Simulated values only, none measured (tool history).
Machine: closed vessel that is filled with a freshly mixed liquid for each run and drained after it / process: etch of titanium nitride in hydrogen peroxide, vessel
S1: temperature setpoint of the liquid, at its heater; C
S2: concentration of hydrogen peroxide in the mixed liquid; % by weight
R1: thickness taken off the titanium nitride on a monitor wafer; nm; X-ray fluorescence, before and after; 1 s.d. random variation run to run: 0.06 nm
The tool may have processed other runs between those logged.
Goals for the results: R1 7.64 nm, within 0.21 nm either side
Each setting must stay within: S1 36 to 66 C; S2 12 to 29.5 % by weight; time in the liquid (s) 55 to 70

run 1 hour=0 | S1=52 S2=20 time_in_the_liquid_(s)=70 | R1=4.4871
run 2 hour=4 | S1=52 S2=18 time_in_the_liquid_(s)=70 | R1=4.3442
run 3 hour=10.2 | S1=52 S2=14 time_in_the_liquid_(s)=70 | R1=4.0844
run 4 hour=18.4 | S1=54 S2=14 time_in_the_liquid_(s)=70 | R1=4.8083
run 5 hour=22.1 | S1=54 S2=15.5 time_in_the_liquid_(s)=70 | R1=4.8766
run 6 hour=30.1 | S1=54 S2=12 time_in_the_liquid_(s)=70 | R1=4.6619
run 7 hour=34.2 | S1=55.5 S2=12 time_in_the_liquid_(s)=70 | R1=5.1648
run 8 hour=43 | S1=56.5 S2=12 time_in_the_liquid_(s)=70 | R1=5.4618
run 9 hour=48.6 | S1=57.5 S2=12 time_in_the_liquid_(s)=70 | R1=5.898
run 10 hour=53.5 | S1=58.5 S2=12 time_in_the_liquid_(s)=70 | R1=6.4224

Exactly one of the 5 candidate moves below puts every result within its allowed miss. Which one?
run A hour=58.4 | S1=62 S2=15 time_in_the_liquid_(s)=70 | R1=?
run B hour=58.4 | S1=62.5 S2=12 time_in_the_liquid_(s)=70 | R1=?
run C hour=58.4 | S1=62 S2=12 time_in_the_liquid_(s)=70 | R1=?
run D hour=58.4 | S1=61 S2=13 time_in_the_liquid_(s)=70 | R1=?
run E hour=58.4 | S1=60 S2=14 time_in_the_liquid_(s)=70 | R1=?

move=A R1=8.496
move=B R1=8.3846
move=C R1=8.1082
move=D R1=7.7077
move=E R1=7.3154
A: takes the biggest miss from the last run beyond its target
B: takes the biggest miss from the last run beyond its target
C: takes the biggest miss from the last run beyond its target
D: meets every target
E: moves toward the targets from the last run without getting all of them in spec
D meets every target.
